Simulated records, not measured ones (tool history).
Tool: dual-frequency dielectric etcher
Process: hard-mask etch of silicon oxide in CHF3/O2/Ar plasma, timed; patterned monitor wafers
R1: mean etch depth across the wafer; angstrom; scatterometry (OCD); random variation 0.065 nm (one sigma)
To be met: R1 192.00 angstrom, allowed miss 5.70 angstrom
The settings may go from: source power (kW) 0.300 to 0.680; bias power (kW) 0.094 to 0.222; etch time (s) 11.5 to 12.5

Run 1, hour 0.0: source power (kW) 0.490, bias power (kW) 0.158, etch time (s) 12.5. Result: R1 216.93 angstrom.
Run 2, hour 1.6: source power (kW) 0.490, bias power (kW) 0.158, etch time (s) 11.5. Result: R1 199.78 angstrom.
Run 3, hour 3.5: source power (kW) 0.490, bias power (kW) 0.132, etch time (s) 11.5. Result: R1 181.96 angstrom.
Run 4, hour 9.9: source power (kW) 0.500, bias power (kW) 0.133, etch time (s) 11.5. Result: R1 185.53 angstrom.
Run 5, hour 17.5: source power (kW) 0.420, bias power (kW) 0.133, etch time (s) 11.5. Result: R1 175.72 angstrom.
Run 6, hour 18.4: source power (kW) 0.440, bias power (kW) 0.136, etch time (s) 11.5. Result: R1 178.92 angstrom.
Run 7, hour 19.4: source power (kW) 0.460, bias power (kW) 0.138, etch time (s) 11.5. Result: R1 183.73 angstrom.
Run 8, hour 24.1: source power (kW) 0.470, bias power (kW) 0.139, etch time (s) 11.5. Result: R1 184.61 angstrom.

Which of these 4 next moves meets every target?
Run A, hour 28.8: source power (kW) 0.540, bias power (kW) 0.114, etch time (s) 12.5. Result: R1 ?.
Run B, hour 28.8: source power (kW) 0.450, bias power (kW) 0.184, etch time (s) 11.5. Result: R1 ?.
Run C, hour 28.8: source power (kW) 0.500, bias power (kW) 0.147, etch time (s) 12.5. Result: R1 ?.
Run D, hour 28.8: source power (kW) 0.540, bias power (kW) 0.126, etch time (s) 12.5. Result: R1 ?.

move      R1
   A  189.78
   B  208.84
   C  210.37
   D  199.70
A: meets every target
B: takes the result that was furthest off past its target
C: takes the result that was furthest off past its target
D: takes the result that was furthest off past its target
The right move is A.
